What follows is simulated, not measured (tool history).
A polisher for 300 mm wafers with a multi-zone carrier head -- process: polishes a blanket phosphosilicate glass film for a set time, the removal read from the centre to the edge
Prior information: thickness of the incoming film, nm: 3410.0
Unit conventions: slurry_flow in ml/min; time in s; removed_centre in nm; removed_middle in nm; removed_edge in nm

run	hour	slurry_flow	centre_zone	middle_zone	edge_zone	slurry_solids	time	removed_centre	removed_middle	removed_edge
1	0.0	220	1.00	1.00	1.00	1.00	68	419.80	426.76	435.20
2	4.0	215	1.00	0.98	0.99	0.95	67	402.65	397.23	418.47
3	10.4	215	1.00	0.97	0.97	0.90	66	379.43	373.76	385.88
4	19.2	210	1.00	0.95	0.96	0.85	66	363.37	345.71	361.90
5	20.6	205	0.99	0.93	0.95	0.85	66	361.96	344.81	360.82
6	27.2	200	0.99	0.91	0.95	0.80	66	334.04	314.86	344.73
7	32.3	195	0.99	0.90	0.94	0.80	66	335.06	314.51	336.89
8	39.5	195	0.99	0.90	0.94	0.80	66	331.43	316.26	342.06
9	47.9	195	0.99	0.89	0.93	0.80	66	342.04	303.88	335.11
10	52.5	190	0.98	0.88	0.92	0.80	66	328.78	306.92	335.18
11	58.1	190	1.02	0.83	0.91	0.55	65	205.69	179.27	203.37
12	64.3	250	1.12	0.93	1.01	0.60	64	273.62	228.03	248.52
13	66.3	250	1.12	0.93	1.01	0.60	64	270.84	227.12	250.46

Run 14, settings as shown, results not yet in. Your forecast:
14	69.8	250	1.12	0.94	1.02	0.60	64	?	?	?

removed_centre: 273.60 nm
removed_middle: 230.23 nm
removed_edge: 252.63 nm

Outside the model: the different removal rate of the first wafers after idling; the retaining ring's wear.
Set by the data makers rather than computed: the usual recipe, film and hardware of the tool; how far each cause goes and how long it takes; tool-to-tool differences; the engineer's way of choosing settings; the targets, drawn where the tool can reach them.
